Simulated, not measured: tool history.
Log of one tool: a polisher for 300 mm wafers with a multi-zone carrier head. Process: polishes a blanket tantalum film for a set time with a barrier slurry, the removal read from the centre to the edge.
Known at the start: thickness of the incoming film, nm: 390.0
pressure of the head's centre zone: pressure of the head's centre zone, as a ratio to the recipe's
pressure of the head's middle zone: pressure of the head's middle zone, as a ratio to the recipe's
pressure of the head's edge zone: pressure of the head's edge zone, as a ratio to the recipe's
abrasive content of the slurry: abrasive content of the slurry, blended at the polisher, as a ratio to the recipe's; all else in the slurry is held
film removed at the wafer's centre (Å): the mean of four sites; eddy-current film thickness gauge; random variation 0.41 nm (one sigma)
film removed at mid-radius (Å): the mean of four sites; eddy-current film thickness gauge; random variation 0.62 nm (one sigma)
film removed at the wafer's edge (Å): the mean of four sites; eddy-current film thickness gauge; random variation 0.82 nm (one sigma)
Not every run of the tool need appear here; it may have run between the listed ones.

run,hour,flow of slurry (ml/min),pressure of the head's centre zone,pressure of the head's middle zone,pressure of the head's edge zone,abrasive content of the slurry,polishing time (s),film removed at the wafer's centre (Å),film removed at mid-radius (Å),film removed at the wafer's edge (Å)
1,0.0,155,1.00,1.00,1.00,1.00,60,1187.80,1158.10,1149.90
2,2.1,150,0.97,0.98,0.96,0.85,55,1000.60,991.48,976.90
3,6.5,150,0.89,0.98,0.96,0.85,55,913.82,1000.90,982.19
4,9.8,145,0.89,0.96,0.92,0.75,52,825.77,885.43,875.22
5,17.6,140,0.89,0.95,0.89,0.70,50,776.28,823.23,797.96
6,21.3,135,0.89,0.93,0.87,0.65,49,723.72,765.21,751.58
7,27.0,130,0.90,0.92,0.85,0.60,48,693.32,709.58,703.81
8,27.8,125,0.90,0.92,0.84,0.60,48,688.47,716.92,691.07
9,29.5,120,0.90,0.91,0.83,0.60,48,680.80,693.73,691.00

Expected results for the next run?
10,30.8,120,0.90,0.91,0.82,0.55,48,?,?,?

{"run 10": {"film removed at the wafer's centre (Å)": 659.67, "film removed at mid-radius (Å)": 665.5, "film removed at the wafer's edge (Å)": 658.82}}
